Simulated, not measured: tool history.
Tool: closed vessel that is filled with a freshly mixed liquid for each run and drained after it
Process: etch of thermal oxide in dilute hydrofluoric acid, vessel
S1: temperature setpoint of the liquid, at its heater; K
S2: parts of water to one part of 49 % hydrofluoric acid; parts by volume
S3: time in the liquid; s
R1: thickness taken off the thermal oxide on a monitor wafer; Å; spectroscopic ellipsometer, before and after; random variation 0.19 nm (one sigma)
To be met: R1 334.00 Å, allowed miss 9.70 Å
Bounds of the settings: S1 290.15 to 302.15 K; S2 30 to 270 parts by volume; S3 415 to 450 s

| run | day | S1 | S2 | S3 | R1 |
|---|---|---|---|---|---|
| 1 | 0.000 | 294.15 | 150 | 415 | 110.78 |
| 2 | 0.200 | 294.15 | 110 | 415 | 154.88 |
| 3 | 0.262 | 294.15 | 110 | 450 | 170.31 |
| 4 | 0.433 | 294.15 | 140 | 450 | 129.14 |
| 5 | 0.667 | 294.15 | 140 | 415 | 119.67 |
| 6 | 0.925 | 295.15 | 125 | 415 | 140.00 |
| 7 | 1.200 | 296.15 | 115 | 415 | 161.69 |
| 8 | 1.229 | 297.15 | 105 | 415 | 186.75 |
| 9 | 1.408 | 297.65 | 100 | 415 | 200.58 |
| 10 | 1.454 | 301.65 | 50 | 415 | 504.72 |
| 11 | 1.629 | 300.65 | 50 | 415 | 483.62 |
| 12 | 1.854 | 299.65 | 50 | 415 | 465.37 |

Which of these 5 next moves meets every target?
| A | 2.079 | 298.15 | 60 | 420 | ? |
| B | 2.079 | 298.15 | 70 | 450 | ? |
| C | 2.079 | 297.65 | 30 | 415 | ? |
| D | 2.079 | 301.15 | 60 | 425 | ? |
| E | 2.079 | 295.65 | 65 | 425 | ? |

| move | R1 |
|---|---|
| A | 362.56 |
| B | 328.56 |
| C | 731.07 |
| D | 413.66 |
| E | 303.81 |
A: nearer than the last run, and not there yet
B: meets every target
C: further off than the last run
D: nearer than the last run, and not there yet
E: takes the result that was furthest off past its target
The right move is B.

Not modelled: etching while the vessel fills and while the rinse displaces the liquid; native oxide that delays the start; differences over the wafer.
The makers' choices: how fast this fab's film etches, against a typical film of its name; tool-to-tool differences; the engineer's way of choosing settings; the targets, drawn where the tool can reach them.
